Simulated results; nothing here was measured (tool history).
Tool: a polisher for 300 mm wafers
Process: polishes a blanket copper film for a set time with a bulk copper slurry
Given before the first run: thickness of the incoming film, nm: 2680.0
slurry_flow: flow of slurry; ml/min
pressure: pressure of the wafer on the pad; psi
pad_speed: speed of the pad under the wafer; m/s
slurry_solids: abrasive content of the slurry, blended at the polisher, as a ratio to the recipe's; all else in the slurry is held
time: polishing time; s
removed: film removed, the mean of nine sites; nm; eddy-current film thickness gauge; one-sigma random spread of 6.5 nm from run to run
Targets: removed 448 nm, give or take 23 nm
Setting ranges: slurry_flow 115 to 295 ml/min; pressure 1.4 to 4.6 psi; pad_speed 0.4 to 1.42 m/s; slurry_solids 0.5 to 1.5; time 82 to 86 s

run 1 hour=0 | slurry_flow=190 pressure=3 pad_speed=0.9 slurry_solids=1 time=82 | removed=732.23
run 2 hour=1.3 | slurry_flow=190 pressure=3 pad_speed=0.9 slurry_solids=0.85 time=82 | removed=682.51
run 3 hour=6.8 | slurry_flow=235 pressure=3 pad_speed=0.9 slurry_solids=0.85 time=82 | removed=710.31
run 4 hour=10.3 | slurry_flow=260 pressure=3 pad_speed=0.9 slurry_solids=0.85 time=82 | removed=729.31
run 5 hour=16 | slurry_flow=235 pressure=3 pad_speed=0.9 slurry_solids=0.85 time=82 | removed=703.83
run 6 hour=21.5 | slurry_flow=235 pressure=2.6 pad_speed=0.88 slurry_solids=0.85 time=82 | removed=620.74
run 7 hour=22.1 | slurry_flow=235 pressure=2.3 pad_speed=0.86 slurry_solids=0.85 time=82 | removed=559.27
run 8 hour=30.8 | slurry_flow=235 pressure=1.5 pad_speed=0.84 slurry_solids=0.85 time=82 | removed=397.35
run 9 hour=33.1 | slurry_flow=235 pressure=1.6 pad_speed=0.84 slurry_solids=0.85 time=82 | removed=410.61

Which single option among these 4 for the next run brings every result within its allowed miss of target? Just one does.
run A hour=35.4 | slurry_flow=215 pressure=1.4 pad_speed=0.86 slurry_solids=0.9 time=82 | removed=?
run B hour=35.4 | slurry_flow=220 pressure=1.7 pad_speed=0.7 slurry_solids=0.85 time=82 | removed=?
run C hour=35.4 | slurry_flow=130 pressure=2.4 pad_speed=0.86 slurry_solids=0.8 time=82 | removed=?
run D hour=35.4 | slurry_flow=240 pressure=1.4 pad_speed=0.98 slurry_solids=0.85 time=83 | removed=?

move=A removed=383.74
move=B removed=357.9
move=C removed=516.64
move=D removed=442.01
A: further off than the last run
B: further off than the last run
C: carries the result that was furthest off beyond its target, to the other side
D: meets every target
Answer: D
